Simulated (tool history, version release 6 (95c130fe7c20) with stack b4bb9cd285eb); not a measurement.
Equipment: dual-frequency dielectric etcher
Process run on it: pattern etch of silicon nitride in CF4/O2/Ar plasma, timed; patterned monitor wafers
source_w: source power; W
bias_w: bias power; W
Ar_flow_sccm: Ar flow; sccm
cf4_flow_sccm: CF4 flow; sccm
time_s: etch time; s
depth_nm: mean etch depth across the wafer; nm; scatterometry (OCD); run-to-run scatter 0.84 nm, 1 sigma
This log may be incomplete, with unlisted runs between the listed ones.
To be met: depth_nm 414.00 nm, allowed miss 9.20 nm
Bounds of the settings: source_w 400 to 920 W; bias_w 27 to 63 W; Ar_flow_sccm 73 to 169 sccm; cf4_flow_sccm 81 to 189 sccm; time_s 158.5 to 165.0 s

run  hour  source_w  bias_w  Ar_flow_sccm  cf4_flow_sccm  time_s  depth_nm
  1   0.0       660      45           121            135   158.5    368.78
  2   8.3       690      45           121            135   158.5    380.85
  3  16.5       710      45           121            135   158.5    391.19
  4  20.0       710      45           134            135   158.5    390.41
  5  24.1       620      45           134            135   158.5    344.74
  6  30.6       660      45           134            135   158.5    365.17
  7  37.3       690      45           134            135   158.5    379.29
  8  43.2       710      45           134            135   158.5    390.07
  9  52.3       720      45           134            135   158.5    395.16
 10  55.1       730      45           134            135   158.5    399.20
 11  58.6       740      45           134            135   158.5    403.41

4 next moves are on the table. One of them brings every result within its allowed miss. Which?
  A  62.1       720      45           158            144   161.0         ?
  B  62.1       780      47           135            143   159.5         ?
  C  62.1       660      52           142            126   165.0         ?
  D  62.1       740      41           128            164   164.5         ?

move  depth_nm
   A    397.54
   B    435.99
   C    401.13
   D    411.27
A: misses by more than the last run did
B: takes the result that was furthest off past its target
C: misses by more than the last run did
D: all results in spec
Answer: D

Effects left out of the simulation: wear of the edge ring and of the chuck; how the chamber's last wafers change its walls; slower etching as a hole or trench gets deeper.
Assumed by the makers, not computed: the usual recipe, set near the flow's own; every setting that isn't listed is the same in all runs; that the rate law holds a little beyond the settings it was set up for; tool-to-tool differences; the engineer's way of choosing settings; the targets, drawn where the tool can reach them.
